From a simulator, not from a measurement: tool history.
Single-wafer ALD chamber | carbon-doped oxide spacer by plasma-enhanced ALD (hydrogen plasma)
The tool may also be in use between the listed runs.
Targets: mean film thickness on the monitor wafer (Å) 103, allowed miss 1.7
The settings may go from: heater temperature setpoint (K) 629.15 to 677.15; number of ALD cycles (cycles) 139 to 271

run	hour	heater temperature setpoint (K)	number of ALD cycles (cycles)	mean film thickness on the monitor wafer (Å)
1	0	653.15	205	115.19
2	5.1	653.15	199	111.87
3	6.9	653.15	194	108.9
4	15.3	649.15	194	109.34
5	17.5	649.15	191	107.27
6	20.3	640.15	191	107.54
7	24.8	640.15	189	106.4
8	31.7	640.15	187	104.98

4 next moves are on the table. One of them brings every result within its allowed miss. Which?
A	38.6	642.15	176	?
B	38.6	653.15	177	?
C	38.6	640.15	178	?
D	38.6	635.15	183	?

move	mean film thickness on the monitor wafer (Å)
A	98.585
B	99.145
C	99.706
D	102.51
A: takes the result that was furthest off past its target
B: takes the result that was furthest off past its target
C: takes the result that was furthest off past its target
D: meets every target
Answer: D
